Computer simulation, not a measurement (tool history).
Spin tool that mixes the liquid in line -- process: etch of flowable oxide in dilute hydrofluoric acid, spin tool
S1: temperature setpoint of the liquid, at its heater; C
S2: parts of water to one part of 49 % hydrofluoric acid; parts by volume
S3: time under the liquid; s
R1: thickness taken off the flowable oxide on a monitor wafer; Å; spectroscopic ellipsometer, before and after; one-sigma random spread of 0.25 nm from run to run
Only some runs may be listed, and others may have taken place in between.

{"run": 1, "hour": 0.0, "S1": 24.0, "S2": 230, "S3": 110, "R1": 140.03}
{"run": 2, "hour": 7.4, "S1": 25.0, "S2": 220, "S3": 110, "R1": 152.3}
{"run": 3, "hour": 14.3, "S1": 27.0, "S2": 220, "S3": 110, "R1": 163.44}
{"run": 4, "hour": 17.2, "S1": 27.0, "S2": 170, "S3": 110, "R1": 224.6}
{"run": 5, "hour": 20.4, "S1": 27.5, "S2": 170, "S3": 110, "R1": 229.68}
{"run": 6, "hour": 27.5, "S1": 27.5, "S2": 250, "S3": 110, "R1": 139.76}
{"run": 7, "hour": 30.1, "S1": 27.5, "S2": 250, "S3": 110, "R1": 141.75}

Expected results for the next run?
{"run": 8, "hour": 34.8, "S1": 28.0, "S2": 240, "S3": 110, "R1": "?"}

{"run 8": {"R1": 152.46}}
